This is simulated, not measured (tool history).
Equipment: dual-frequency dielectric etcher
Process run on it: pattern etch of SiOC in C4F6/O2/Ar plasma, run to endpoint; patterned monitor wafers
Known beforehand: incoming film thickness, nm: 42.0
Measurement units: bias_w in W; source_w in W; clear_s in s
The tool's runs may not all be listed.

run	hour	bias_w	source_w	clear_s
1	0.0	383	330	18.085
2	6.2	406	340	17.342
3	10.6	406	310	18.055
4	15.8	474	310	16.708
5	20.5	416	310	17.783
6	22.7	436	320	17.201
7	27.5	451	320	16.938
8	31.5	464	320	16.745
9	34.4	532	350	15.025

Predict the results of run 10:
10	41.9	527	350	?

Run 10 measured clear_s 15.185 s.

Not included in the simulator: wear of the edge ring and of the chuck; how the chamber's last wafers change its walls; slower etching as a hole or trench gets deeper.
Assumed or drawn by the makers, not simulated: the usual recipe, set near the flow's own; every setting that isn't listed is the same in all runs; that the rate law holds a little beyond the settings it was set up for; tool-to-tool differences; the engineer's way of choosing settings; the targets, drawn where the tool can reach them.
